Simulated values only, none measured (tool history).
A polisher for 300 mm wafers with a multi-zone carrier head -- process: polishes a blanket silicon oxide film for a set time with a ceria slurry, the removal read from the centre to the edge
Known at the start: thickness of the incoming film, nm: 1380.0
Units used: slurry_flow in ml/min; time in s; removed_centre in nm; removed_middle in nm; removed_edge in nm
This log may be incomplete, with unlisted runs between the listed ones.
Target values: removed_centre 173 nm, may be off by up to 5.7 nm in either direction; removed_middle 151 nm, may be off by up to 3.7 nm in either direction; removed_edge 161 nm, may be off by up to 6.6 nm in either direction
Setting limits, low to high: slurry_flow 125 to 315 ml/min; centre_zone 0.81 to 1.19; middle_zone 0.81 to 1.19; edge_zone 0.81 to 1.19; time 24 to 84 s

run,day,slurry_flow,centre_zone,middle_zone,edge_zone,time,removed_centre,removed_middle,removed_edge
1,0,205,1,1,1,54,177.8,178.9,182.46
2,0.108,200,1.01,0.98,0.98,54,179.52,175.34,180.53
3,0.154,200,1.01,0.98,1.03,54,179.14,175.08,185.56
4,0.262,225,1.01,0.98,1.03,54,184.38,179.96,186.03
5,0.6,225,1.01,0.98,1.03,61,205.89,201.48,210.81
6,0.675,225,1.05,0.98,1.03,61,214.6,202.9,210.95
7,0.696,225,1.04,0.96,1.01,59,203.59,189.55,200.9
8,0.846,230,1.04,0.95,0.99,58,201.47,188.02,195.57
9,0.912,230,1.04,0.93,0.97,57,201.85,183.59,186.89
10,1.279,220,1.03,0.91,0.96,56,194.64,176.53,185.88
11,1.338,215,1.03,0.9,0.95,55,189.14,173.48,180.13
12,1.679,210,1.03,0.89,0.94,54,180.86,167.78,179.12
13,1.8,200,1.11,0.87,0.85,49,178.5,147.38,152.06
14,2.158,200,1.1,0.87,0.86,49,177.4,148.15,153.93

Exactly one of the 4 candidate moves below puts every result within its allowed miss. Which one?
A,2.517,205,1.11,0.93,0.81,45,?,?,?
B,2.517,160,1.09,0.88,0.93,48,?,?,?
C,2.517,170,1.04,0.9,0.94,49,?,?,?
D,2.517,210,1.08,0.91,0.96,48,?,?,?

move,removed_centre,removed_middle,removed_edge
A,162.28,143.25,135.43
B,164.21,143.3,150.41
C,161.32,149.49,155.17
D,168.89,151.19,156.4
A: moves away from the targets compared with the last run
B: moves away from the targets compared with the last run
C: puts the biggest miss on target and leaves a different result outside tolerance
D: each result inside its tolerance
D is the move that brings every result within its allowed miss.
